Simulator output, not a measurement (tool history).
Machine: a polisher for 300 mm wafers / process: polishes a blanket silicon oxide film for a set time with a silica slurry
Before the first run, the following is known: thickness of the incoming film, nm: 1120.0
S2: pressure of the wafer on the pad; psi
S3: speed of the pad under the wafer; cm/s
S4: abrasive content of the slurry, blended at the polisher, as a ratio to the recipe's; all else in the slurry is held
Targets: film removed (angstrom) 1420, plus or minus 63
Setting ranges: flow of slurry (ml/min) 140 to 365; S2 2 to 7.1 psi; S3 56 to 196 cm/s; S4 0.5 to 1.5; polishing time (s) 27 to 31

{"run": 1, "hour": 0.0, "flow of slurry (ml/min)": 235, "S2": 4.5, "S3": 126, "S4": 1, "polishing time (s)": 31, "film removed (angstrom)": 1058.4}
{"run": 2, "hour": 7.2, "flow of slurry (ml/min)": 235, "S2": 4.8, "S3": 126, "S4": 1, "polishing time (s)": 31, "film removed (angstrom)": 1099.4}
{"run": 3, "hour": 11.8, "flow of slurry (ml/min)": 235, "S2": 5.1, "S3": 126, "S4": 1, "polishing time (s)": 31, "film removed (angstrom)": 1137}
{"run": 4, "hour": 14.7, "flow of slurry (ml/min)": 195, "S2": 5.1, "S3": 126, "S4": 1, "polishing time (s)": 31, "film removed (angstrom)": 1112.4}
{"run": 5, "hour": 21.0, "flow of slurry (ml/min)": 195, "S2": 5.1, "S3": 110, "S4": 1, "polishing time (s)": 31, "film removed (angstrom)": 1020.5}
{"run": 6, "hour": 28.4, "flow of slurry (ml/min)": 195, "S2": 6.2, "S3": 110, "S4": 1, "polishing time (s)": 31, "film removed (angstrom)": 1234.6}
{"run": 7, "hour": 31.6, "flow of slurry (ml/min)": 200, "S2": 6.4, "S3": 110, "S4": 1, "polishing time (s)": 31, "film removed (angstrom)": 1286.3}
{"run": 8, "hour": 38.8, "flow of slurry (ml/min)": 200, "S2": 6.5, "S3": 110, "S4": 1, "polishing time (s)": 31, "film removed (angstrom)": 1305.9}

4 candidate next runs follow, results not yet known. Just one meets every target within its allowed miss. Identify it.
{"run": "A", "hour": 46.0, "flow of slurry (ml/min)": 175, "S2": 6.9, "S3": 116, "S4": 0.95, "polishing time (s)": 29, "film removed (angstrom)": "?"}
{"run": "B", "hour": 46.0, "flow of slurry (ml/min)": 175, "S2": 6.1, "S3": 134, "S4": 1, "polishing time (s)": 31, "film removed (angstrom)": "?"}
{"run": "C", "hour": 46.0, "flow of slurry (ml/min)": 210, "S2": 6.5, "S3": 104, "S4": 1, "polishing time (s)": 31, "film removed (angstrom)": "?"}
{"run": "D", "hour": 46.0, "flow of slurry (ml/min)": 185, "S2": 7.1, "S3": 120, "S4": 1.1, "polishing time (s)": 31, "film removed (angstrom)": "?"}

move=A film_removed_(angstrom)=1292.7
move=B film_removed_(angstrom)=1405.7
move=C film_removed_(angstrom)=1257.2
move=D film_removed_(angstrom)=1569.2
A: lands further from the targets than the last run did
B: all results land within tolerance of their targets
C: lands further from the targets than the last run did
D: the result that was furthest off in the last run now lies on the other side of its target
The right move is B.
